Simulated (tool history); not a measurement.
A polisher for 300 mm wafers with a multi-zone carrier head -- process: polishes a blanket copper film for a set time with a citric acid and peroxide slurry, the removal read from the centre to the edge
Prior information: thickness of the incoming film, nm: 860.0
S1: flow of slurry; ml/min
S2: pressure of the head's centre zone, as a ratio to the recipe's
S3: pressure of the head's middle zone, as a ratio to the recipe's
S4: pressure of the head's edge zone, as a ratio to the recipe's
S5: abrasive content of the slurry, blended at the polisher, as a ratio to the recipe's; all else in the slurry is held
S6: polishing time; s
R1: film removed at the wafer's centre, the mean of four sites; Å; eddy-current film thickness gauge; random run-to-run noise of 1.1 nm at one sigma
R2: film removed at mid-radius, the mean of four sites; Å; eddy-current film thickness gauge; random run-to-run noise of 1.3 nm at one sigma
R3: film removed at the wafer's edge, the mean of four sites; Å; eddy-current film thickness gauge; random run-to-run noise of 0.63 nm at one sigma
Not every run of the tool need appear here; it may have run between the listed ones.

run  hour   S1    S2    S3    S4    S5  S6      R1      R2      R3
  1     0  245     1     1     1     1  62  1721.3  1723.4    1704
  2   5.3  245     1     1     1  1.15  62  1725.4  1795.7  1763.2
  3  10.6  240  0.97  0.99  0.98  1.05  58  1587.9  1630.1  1602.1
  4  17.6  235  0.95  0.98  0.98     1  54  1416.3  1485.2  1467.1
  5  18.6  230  0.93  0.96  0.97   0.9  51  1263.9    1358  1355.4
  6  25.5  230  0.93  0.89  0.97   0.9  51  1289.7  1255.6  1348.2

Estimate the outcome of run 7 from the log above:
  7  33.5  225  0.92  0.88  0.95  0.85  49   ?   ?   ?

Run 7 gave R1 1160.2 Å, R2 1148.1 Å, R3 1277.6 Å.
